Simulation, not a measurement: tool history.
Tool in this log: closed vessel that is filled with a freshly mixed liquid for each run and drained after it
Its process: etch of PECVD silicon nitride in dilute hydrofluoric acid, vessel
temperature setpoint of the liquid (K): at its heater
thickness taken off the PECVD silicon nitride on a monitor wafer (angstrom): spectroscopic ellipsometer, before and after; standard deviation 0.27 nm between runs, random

run,hour,temperature setpoint of the liquid (K),parts of water to one part of 49 % hydrofluoric acid (parts by volume),time in the liquid (s),thickness taken off the PECVD silicon nitride on a monitor wafer (angstrom)
1,0,299.15,50,165,181.17
2,3,301.15,50,165,206.81
3,12.1,302.65,50,165,225.71
4,14,302.65,50,165,223.21
5,18.4,303.65,50,165,242.1
6,24.8,303.65,50,165,245.61
7,26.6,304.65,50,165,262.59

For run 8, what comes out?
8,29.7,305.15,50,165,?

{"run 8": {"thickness taken off the PECVD silicon nitride on a monitor wafer (angstrom)": 268.12}}
